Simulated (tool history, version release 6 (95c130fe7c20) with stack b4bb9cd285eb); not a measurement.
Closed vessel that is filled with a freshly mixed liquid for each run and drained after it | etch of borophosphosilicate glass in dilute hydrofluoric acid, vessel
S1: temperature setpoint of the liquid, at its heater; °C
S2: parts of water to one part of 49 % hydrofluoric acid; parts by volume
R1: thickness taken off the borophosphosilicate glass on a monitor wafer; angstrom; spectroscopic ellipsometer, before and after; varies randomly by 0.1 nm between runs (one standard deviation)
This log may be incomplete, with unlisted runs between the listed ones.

{"run": 1, "day": 0.0, "S1": 26, "S2": 210, "time in the liquid (s)": 30, "R1": 85.576}
{"run": 2, "day": 0.262, "S1": 24.5, "S2": 210, "time in the liquid (s)": 30, "R1": 79.424}
{"run": 3, "day": 0.458, "S1": 26.5, "S2": 210, "time in the liquid (s)": 30, "R1": 87.597}
{"run": 4, "day": 0.721, "S1": 23, "S2": 210, "time in the liquid (s)": 30, "R1": 76.649}
{"run": 5, "day": 0.925, "S1": 19.5, "S2": 210, "time in the liquid (s)": 30, "R1": 66.849}
{"run": 6, "day": 1.296, "S1": 18, "S2": 210, "time in the liquid (s)": 30, "R1": 63.102}

Run 7 is up next; what results do you expect?
{"run": 7, "day": 1.504, "S1": 22, "S2": 195, "time in the liquid (s)": 30, "R1": "?"}

Run 7 measured R1 80.062 angstrom.
